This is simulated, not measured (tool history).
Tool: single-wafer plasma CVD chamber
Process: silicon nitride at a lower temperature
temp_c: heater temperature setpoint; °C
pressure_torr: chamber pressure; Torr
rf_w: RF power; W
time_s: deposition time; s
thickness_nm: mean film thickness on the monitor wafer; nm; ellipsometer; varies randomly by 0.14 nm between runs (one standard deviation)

Run 1, hour 0: temp_c 330 °C, pressure_torr 1.09 Torr, rf_w 390 W, time_s 26.5 s. Result: thickness_nm 29.674 nm.
Run 2, hour 6.9: temp_c 335 °C, pressure_torr 1.09 Torr, rf_w 390 W, time_s 26.5 s. Result: thickness_nm 29.716 nm.
Run 3, hour 14.8: temp_c 335 °C, pressure_torr 1.14 Torr, rf_w 395 W, time_s 26.5 s. Result: thickness_nm 30.343 nm.
Run 4, hour 21.2: temp_c 335 °C, pressure_torr 1.14 Torr, rf_w 395 W, time_s 26.5 s. Result: thickness_nm 30.412 nm.
Run 5, hour 29.2: temp_c 335 °C, pressure_torr 1.01 Torr, rf_w 395 W, time_s 26.5 s. Result: thickness_nm 28.839 nm.
Run 6, hour 32.2: temp_c 340 °C, pressure_torr 1.01 Torr, rf_w 395 W, time_s 26.5 s. Result: thickness_nm 28.995 nm.
Run 7, hour 37.3: temp_c 340 °C, pressure_torr 1.07 Torr, rf_w 400 W, time_s 26.5 s. Result: thickness_nm 29.79 nm.
Run 8, hour 43.2: temp_c 340 °C, pressure_torr 1.13 Torr, rf_w 405 W, time_s 26.5 s. Result: thickness_nm 30.609 nm.
Run 9, hour 52: temp_c 340 °C, pressure_torr 1.18 Torr, rf_w 410 W, time_s 26.5 s. Result: thickness_nm 31.113 nm.
Run 10, hour 58.4: temp_c 340 °C, pressure_torr 1.22 Torr, rf_w 415 W, time_s 26.5 s. Result: thickness_nm 31.742 nm.
Run 11, hour 62.5: temp_c 340 °C, pressure_torr 1.26 Torr, rf_w 420 W, time_s 26.5 s. Result: thickness_nm 32.379 nm.
Run 12, hour 66.6: temp_c 340 °C, pressure_torr 1.29 Torr, rf_w 420 W, time_s 26.5 s. Result: thickness_nm 32.778 nm.
Run 13, hour 67.3: temp_c 340 °C, pressure_torr 1.32 Torr, rf_w 420 W, time_s 26.5 s. Result: thickness_nm 33.009 nm.
Run 14, hour 69.7: temp_c 340 °C, pressure_torr 1.35 Torr, rf_w 420 W, time_s 26.5 s. Result: thickness_nm 33.238 nm.

What does the tool deliver on the next run?
Run 15, hour 73.9: temp_c 340 °C, pressure_torr 1.37 Torr, rf_w 420 W, time_s 26.5 s. Result: thickness_nm ?.

Logged for run 15: thickness_nm 33.576 nm.

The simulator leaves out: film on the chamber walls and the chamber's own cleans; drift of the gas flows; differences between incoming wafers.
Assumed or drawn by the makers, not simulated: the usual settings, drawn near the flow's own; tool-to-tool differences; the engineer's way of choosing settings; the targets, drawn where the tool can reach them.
